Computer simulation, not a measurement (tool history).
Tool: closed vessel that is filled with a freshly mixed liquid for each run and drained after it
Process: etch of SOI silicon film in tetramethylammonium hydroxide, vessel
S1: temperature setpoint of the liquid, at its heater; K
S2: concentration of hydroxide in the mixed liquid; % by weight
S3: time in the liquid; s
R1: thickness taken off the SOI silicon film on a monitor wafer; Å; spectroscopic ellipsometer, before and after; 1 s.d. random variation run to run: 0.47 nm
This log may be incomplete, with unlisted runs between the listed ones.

| run | hour | S1 | S2 | S3 | R1 |
|---|---|---|---|---|---|
| 1 | 0 | 343.15 | 18 | 30 | 1553 |
| 2 | 5.6 | 340.15 | 18 | 30 | 1308.7 |
| 3 | 8.1 | 337.65 | 18 | 30 | 1118.6 |
| 4 | 9.2 | 337.65 | 20 | 30 | 1077 |
| 5 | 17.1 | 341.65 | 20 | 30 | 1362.6 |
| 6 | 20.7 | 339.15 | 20 | 30 | 1181.8 |
| 7 | 28.3 | 337.15 | 20 | 30 | 1042.6 |
| 8 | 34.5 | 335.65 | 20 | 30 | 950.54 |
| 9 | 39.1 | 334.65 | 20 | 30 | 906.43 |

Predict the results of run 10:
| 10 | 48 | 334.15 | 20 | 30 | ? |

{"run 10": {"R1": 871.33}}
